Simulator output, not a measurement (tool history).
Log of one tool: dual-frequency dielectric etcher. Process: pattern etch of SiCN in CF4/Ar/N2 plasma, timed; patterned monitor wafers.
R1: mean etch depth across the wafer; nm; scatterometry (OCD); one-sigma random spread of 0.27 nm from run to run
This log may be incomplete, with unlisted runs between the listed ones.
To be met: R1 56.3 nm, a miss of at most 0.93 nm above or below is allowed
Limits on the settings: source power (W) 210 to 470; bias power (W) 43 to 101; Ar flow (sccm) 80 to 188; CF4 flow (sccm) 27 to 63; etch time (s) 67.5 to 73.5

{"run": 1, "hour": 0.0, "source power (W)": 340, "bias power (W)": 72, "Ar flow (sccm)": 134, "CF4 flow (sccm)": 45, "etch time (s)": 73.5, "R1": 50.316}
{"run": 2, "hour": 5.4, "source power (W)": 350, "bias power (W)": 72, "Ar flow (sccm)": 134, "CF4 flow (sccm)": 45, "etch time (s)": 73.5, "R1": 51.504}
{"run": 3, "hour": 8.0, "source power (W)": 360, "bias power (W)": 72, "Ar flow (sccm)": 134, "CF4 flow (sccm)": 45, "etch time (s)": 73.5, "R1": 53.433}
{"run": 4, "hour": 16.2, "source power (W)": 360, "bias power (W)": 72, "Ar flow (sccm)": 148, "CF4 flow (sccm)": 45, "etch time (s)": 73.5, "R1": 51.823}
{"run": 5, "hour": 19.6, "source power (W)": 370, "bias power (W)": 72, "Ar flow (sccm)": 148, "CF4 flow (sccm)": 45, "etch time (s)": 73.5, "R1": 53.895}
{"run": 6, "hour": 23.2, "source power (W)": 320, "bias power (W)": 72, "Ar flow (sccm)": 148, "CF4 flow (sccm)": 45, "etch time (s)": 73.5, "R1": 45.942}
{"run": 7, "hour": 23.8, "source power (W)": 340, "bias power (W)": 72, "Ar flow (sccm)": 148, "CF4 flow (sccm)": 45, "etch time (s)": 73.5, "R1": 49.318}
{"run": 8, "hour": 29.3, "source power (W)": 350, "bias power (W)": 72, "Ar flow (sccm)": 148, "CF4 flow (sccm)": 45, "etch time (s)": 73.5, "R1": 50.926}
{"run": 9, "hour": 32.9, "source power (W)": 360, "bias power (W)": 72, "Ar flow (sccm)": 148, "CF4 flow (sccm)": 45, "etch time (s)": 73.5, "R1": 52.062}
{"run": 10, "hour": 35.8, "source power (W)": 400, "bias power (W)": 73, "Ar flow (sccm)": 148, "CF4 flow (sccm)": 45, "etch time (s)": 73.5, "R1": 58.253}

Which of these 4 next moves meets every target?
{"run": "A", "hour": 38.7, "source power (W)": 450, "bias power (W)": 68, "Ar flow (sccm)": 152, "CF4 flow (sccm)": 36, "etch time (s)": 73, "R1": "?"}
{"run": "B", "hour": 38.7, "source power (W)": 420, "bias power (W)": 76, "Ar flow (sccm)": 156, "CF4 flow (sccm)": 44, "etch time (s)": 72.5, "R1": "?"}
{"run": "C", "hour": 38.7, "source power (W)": 400, "bias power (W)": 84, "Ar flow (sccm)": 124, "CF4 flow (sccm)": 46, "etch time (s)": 67.5, "R1": "?"}
{"run": "D", "hour": 38.7, "source power (W)": 400, "bias power (W)": 73, "Ar flow (sccm)": 146, "CF4 flow (sccm)": 44, "etch time (s)": 71.5, "R1": "?"}

move=A R1=59.623
move=B R1=60.611
move=C R1=59.247
move=D R1=56.437
A: moves away from the targets compared with the last run
B: moves away from the targets compared with the last run
C: moves away from the targets compared with the last run
D: meets every target
Correct choice: D, which meets every target
